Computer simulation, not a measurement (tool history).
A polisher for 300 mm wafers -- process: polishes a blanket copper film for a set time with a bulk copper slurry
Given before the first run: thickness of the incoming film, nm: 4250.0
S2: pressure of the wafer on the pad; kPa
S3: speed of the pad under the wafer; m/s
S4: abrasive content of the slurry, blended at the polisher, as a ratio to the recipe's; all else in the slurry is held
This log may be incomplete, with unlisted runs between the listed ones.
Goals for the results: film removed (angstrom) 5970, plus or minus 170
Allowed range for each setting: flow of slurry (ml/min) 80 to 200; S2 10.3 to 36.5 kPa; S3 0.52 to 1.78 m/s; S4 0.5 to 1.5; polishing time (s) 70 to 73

{"run": 1, "hour": 0.0, "flow of slurry (ml/min)": 130, "S2": 23.4, "S3": 1.14, "S4": 1, "polishing time (s)": 70, "film removed (angstrom)": 7621.6}
{"run": 2, "hour": 1.1, "flow of slurry (ml/min)": 125, "S2": 22.1, "S3": 1.14, "S4": 1, "polishing time (s)": 70, "film removed (angstrom)": 7282.4}
{"run": 3, "hour": 4.0, "flow of slurry (ml/min)": 125, "S2": 20.7, "S3": 1.14, "S4": 1, "polishing time (s)": 70, "film removed (angstrom)": 7093.8}
{"run": 4, "hour": 9.3, "flow of slurry (ml/min)": 125, "S2": 19.3, "S3": 1.14, "S4": 1, "polishing time (s)": 70, "film removed (angstrom)": 6818.1}
{"run": 5, "hour": 11.5, "flow of slurry (ml/min)": 120, "S2": 18.6, "S3": 1.14, "S4": 1, "polishing time (s)": 70, "film removed (angstrom)": 6634}
{"run": 6, "hour": 20.5, "flow of slurry (ml/min)": 120, "S2": 18.6, "S3": 1.14, "S4": 0.8, "polishing time (s)": 70, "film removed (angstrom)": 6267.8}
{"hour": 21.6, "done": "worn pad replaced by a new one"}
{"run": 7, "hour": 21.6, "flow of slurry (ml/min)": 115, "S2": 17.9, "S3": 1.14, "S4": 0.8, "polishing time (s)": 70, "film removed (angstrom)": 6439.4}
{"run": 8, "hour": 22.2, "flow of slurry (ml/min)": 115, "S2": 17.2, "S3": 1.14, "S4": 0.8, "polishing time (s)": 70, "film removed (angstrom)": 6324.2}
{"run": 9, "hour": 29.7, "flow of slurry (ml/min)": 115, "S2": 16.5, "S3": 1.14, "S4": 0.8, "polishing time (s)": 70, "film removed (angstrom)": 6293.6}

Of the 4 settings listed for the next run, only one would bring every result within its allowed miss of target. Which one?
{"run": "A", "hour": 37.2, "flow of slurry (ml/min)": 145, "S2": 11, "S3": 1.38, "S4": 0.75, "polishing time (s)": 73, "film removed (angstrom)": "?"}
{"run": "B", "hour": 37.2, "flow of slurry (ml/min)": 110, "S2": 15.9, "S3": 1.14, "S4": 0.75, "polishing time (s)": 71, "film removed (angstrom)": "?"}
{"run": "C", "hour": 37.2, "flow of slurry (ml/min)": 150, "S2": 15.2, "S3": 1.14, "S4": 0.7, "polishing time (s)": 73, "film removed (angstrom)": "?"}
{"run": "D", "hour": 37.2, "flow of slurry (ml/min)": 105, "S2": 24.8, "S3": 0.92, "S4": 0.75, "polishing time (s)": 70, "film removed (angstrom)": "?"}

move=A film_removed_(angstrom)=6253
move=B film_removed_(angstrom)=5976.2
move=C film_removed_(angstrom)=6235.5
move=D film_removed_(angstrom)=6484.1
A: moves toward the targets from the last run without getting all of them in spec
B: hits every target within its allowed miss
C: moves toward the targets from the last run without getting all of them in spec
D: further off than the last run
Move B is the one to make.
